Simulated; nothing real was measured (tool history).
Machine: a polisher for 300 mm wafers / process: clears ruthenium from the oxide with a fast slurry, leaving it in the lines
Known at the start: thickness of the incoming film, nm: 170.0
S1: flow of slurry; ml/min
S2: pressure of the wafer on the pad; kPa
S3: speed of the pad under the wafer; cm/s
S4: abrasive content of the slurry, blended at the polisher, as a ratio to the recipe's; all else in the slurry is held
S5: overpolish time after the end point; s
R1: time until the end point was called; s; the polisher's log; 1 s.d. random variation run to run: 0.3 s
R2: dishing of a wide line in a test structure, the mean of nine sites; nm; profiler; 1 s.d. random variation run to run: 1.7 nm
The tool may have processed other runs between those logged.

run,hour,S1,S2,S3,S4,S5,R1,R2
1,0.0,260,14.5,128,1.0,14,35.831,52.020
2,0.6,260,14.5,128,1.0,10,37.903,40.360
3,7.9,260,14.5,128,1.0,7,36.062,27.344
4,9.4,260,14.5,104,1.0,7,46.213,23.626
5,12.6,260,15.2,110,1.0,8,41.596,29.322
6,17.5,260,15.2,110,1.0,13,40.265,45.357
7,24.2,260,15.9,112,1.0,14,38.575,50.889
8,32.4,260,15.9,112,1.0,14,39.497,50.796
9,36.6,260,16.5,116,1.0,14,36.809,53.144
10,41.2,260,17.2,120,1.0,15,33.867,61.567
11,43.4,260,17.9,122,1.0,15,32.101,62.932
12,51.7,260,17.9,124,1.0,16,31.478,67.653
13,55.5,260,17.9,124,1.0,16,31.995,68.260
14,60.1,260,17.9,124,1.0,16,30.764,64.836

For run 15, what comes out?
15,67.7,260,17.9,124,1.0,17,?,?

{"run 15": {"R1": 31.67, "R2": 70.759}}
